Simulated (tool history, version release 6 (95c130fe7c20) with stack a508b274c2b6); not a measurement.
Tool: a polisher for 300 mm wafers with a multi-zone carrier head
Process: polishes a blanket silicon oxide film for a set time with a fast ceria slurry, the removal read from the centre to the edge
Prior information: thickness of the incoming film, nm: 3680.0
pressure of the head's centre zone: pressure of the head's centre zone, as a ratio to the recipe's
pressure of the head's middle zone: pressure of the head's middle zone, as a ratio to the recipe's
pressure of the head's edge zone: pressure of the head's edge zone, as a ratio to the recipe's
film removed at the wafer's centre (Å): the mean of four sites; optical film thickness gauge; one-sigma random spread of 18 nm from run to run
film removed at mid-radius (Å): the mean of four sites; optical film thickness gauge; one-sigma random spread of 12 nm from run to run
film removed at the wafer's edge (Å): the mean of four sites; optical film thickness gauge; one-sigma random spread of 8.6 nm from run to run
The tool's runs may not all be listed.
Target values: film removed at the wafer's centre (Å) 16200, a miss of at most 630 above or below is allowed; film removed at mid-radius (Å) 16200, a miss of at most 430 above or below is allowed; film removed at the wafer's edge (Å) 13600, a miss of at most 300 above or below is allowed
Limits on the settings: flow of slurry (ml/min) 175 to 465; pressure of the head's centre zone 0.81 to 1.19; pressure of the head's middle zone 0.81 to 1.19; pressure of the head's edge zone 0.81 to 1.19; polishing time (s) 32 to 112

run,hour,flow of slurry (ml/min),pressure of the head's centre zone,pressure of the head's middle zone,pressure of the head's edge zone,polishing time (s),film removed at the wafer's centre (Å),film removed at mid-radius (Å),film removed at the wafer's edge (Å)
1,0.0,295,1.00,1.00,1.00,72,11981,12362,12030
2,5.8,295,1.03,1.00,1.00,72,12757,12468,12002
3,8.7,305,1.05,1.03,1.02,73,13094,12887,12360
4,14.4,315,1.07,1.06,1.02,74,13686,13411,12450
5,18.4,320,1.08,1.08,1.02,75,13804,13728,12712
6,19.8,325,1.09,1.10,1.01,76,14623,14284,12849
7,25.3,330,1.09,1.11,1.01,76,13963,14465,12787
8,29.4,335,1.10,1.12,1.01,77,14801,14811,12933
9,36.4,340,1.11,1.13,1.02,77,15192,14917,13175
10,42.4,350,1.11,1.14,1.02,77,14899,15091,13134
11,43.7,355,1.12,1.15,1.02,77,14920,15095,13136

Exactly one of the 5 candidate moves below puts every result within its allowed miss. Which one?
A,45.0,355,1.19,1.19,0.83,81,?,?,?
B,45.0,420,1.18,1.09,1.04,74,?,?,?
C,45.0,400,1.17,1.19,1.02,79,?,?,?
D,45.0,320,1.18,0.99,0.98,82,?,?,?
E,45.0,335,1.00,1.17,1.10,78,?,?,?

move,film removed at the wafer's centre (Å),film removed at mid-radius (Å),film removed at the wafer's edge (Å)
A,16956,16247,12573
B,15548,13947,12760
C,16409,15979,13454
D,16848,13994,13585
E,13637,15365,13612
A: puts the biggest miss on target and leaves a different result outside tolerance
B: its largest miss is bigger than the last run's
C: meets every target
D: its largest miss is bigger than the last run's
E: its largest miss is bigger than the last run's
Go with C: it meets all targets.
